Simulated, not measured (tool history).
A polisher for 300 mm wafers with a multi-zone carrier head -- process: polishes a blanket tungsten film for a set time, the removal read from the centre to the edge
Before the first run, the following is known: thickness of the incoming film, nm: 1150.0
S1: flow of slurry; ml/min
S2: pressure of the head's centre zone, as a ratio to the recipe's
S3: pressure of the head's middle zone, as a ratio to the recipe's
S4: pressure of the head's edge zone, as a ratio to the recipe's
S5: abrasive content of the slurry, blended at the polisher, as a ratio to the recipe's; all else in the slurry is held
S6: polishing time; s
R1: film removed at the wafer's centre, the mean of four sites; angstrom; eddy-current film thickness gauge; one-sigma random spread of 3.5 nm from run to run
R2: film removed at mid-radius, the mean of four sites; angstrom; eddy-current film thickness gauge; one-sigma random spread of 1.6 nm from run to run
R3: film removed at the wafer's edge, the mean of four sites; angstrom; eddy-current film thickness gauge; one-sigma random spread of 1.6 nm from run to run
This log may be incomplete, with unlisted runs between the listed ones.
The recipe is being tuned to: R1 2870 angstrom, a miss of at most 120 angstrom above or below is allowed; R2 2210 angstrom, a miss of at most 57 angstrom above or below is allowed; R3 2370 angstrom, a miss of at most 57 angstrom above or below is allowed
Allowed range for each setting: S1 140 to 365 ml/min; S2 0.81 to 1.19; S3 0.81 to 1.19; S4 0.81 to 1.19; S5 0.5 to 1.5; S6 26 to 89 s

Run 1, hour 0: S1 235 ml/min, S2 1, S3 1, S4 1, S5 1, S6 57 s. Result: R1 1961.4 angstrom, R2 1909.5 angstrom, R3 1958.8 angstrom.
Run 2, hour 8.2: S1 255 ml/min, S2 1.05, S3 1, S4 1.02, S5 1.1, S6 57 s. Result: R1 2111.9 angstrom, R2 2004.7 angstrom, R3 2057.8 angstrom.
Run 3, hour 12.9: S1 265 ml/min, S2 1.09, S3 0.97, S4 1, S5 1.2, S6 58 s. Result: R1 2374.4 angstrom, R2 2054.5 angstrom, R3 2127.8 angstrom.
Run 4, hour 16.7: S1 280 ml/min, S2 1.12, S3 0.96, S4 1.02, S5 1.25, S6 58 s. Result: R1 2490 angstrom, R2 2053.4 angstrom, R3 2195.8 angstrom.
Run 5, hour 25.4: S1 290 ml/min, S2 1.14, S3 0.96, S4 1.03, S5 1.3, S6 58 s. Result: R1 2604.8 angstrom, R2 2112.7 angstrom, R3 2243.1 angstrom.
Run 6, hour 30.3: S1 300 ml/min, S2 1.15, S3 0.96, S4 1.04, S5 1.3, S6 58 s. Result: R1 2640.3 angstrom, R2 2108.3 angstrom, R3 2258.9 angstrom.
Run 7, hour 32.2: S1 305 ml/min, S2 1.16, S3 0.96, S4 1.05, S5 1.3, S6 58 s. Result: R1 2646.6 angstrom, R2 2113.6 angstrom, R3 2260 angstrom.
Run 8, hour 37.1: S1 310 ml/min, S2 1.17, S3 0.96, S4 1.05, S5 1.35, S6 58 s. Result: R1 2680.3 angstrom, R2 2140 angstrom, R3 2303.8 angstrom.
Run 9, hour 44.1: S1 315 ml/min, S2 1.18, S3 0.96, S4 1.04, S5 1.4, S6 58 s. Result: R1 2651.1 angstrom, R2 2157.3 angstrom, R3 2313.5 angstrom.
Run 10, hour 49.1: S1 315 ml/min, S2 1.18, S3 0.96, S4 1.04, S5 1.35, S6 59 s. Result: R1 2768.9 angstrom, R2 2179.9 angstrom, R3 2347.5 angstrom.

Exercise: of the 4 proposed moves below, exactly one satisfies all targets within the stated allowed misses. Which move is it?
Run A, hour 54.1: S1 315 ml/min, S2 1.04, S3 0.92, S4 1.04, S5 1.5, S6 58 s. Result: R1 ?, R2 ?, R3 ?.
Run B, hour 54.1: S1 330 ml/min, S2 1.19, S3 0.98, S4 1.01, S5 1.25, S6 60 s. Result: R1 ?, R2 ?, R3 ?.
Run C, hour 54.1: S1 320 ml/min, S2 1.12, S3 1, S4 1.06, S5 1.45, S6 57 s. Result: R1 ?, R2 ?, R3 ?.
Run D, hour 54.1: S1 345 ml/min, S2 1.19, S3 0.95, S4 1.04, S5 1.35, S6 60 s. Result: R1 ?, R2 ?, R3 ?.

move      R1      R2      R3
   A  2420.8  2146.8  2358.4
   B  2716.5  2202.4  2272.1
   C  2541.1  2224.7  2314.7
   D  2797.6    2215  2371.9
A: further off than the last run
B: further off than the last run
C: further off than the last run
D: all results land within tolerance of their targets
Go with D: it meets all targets.
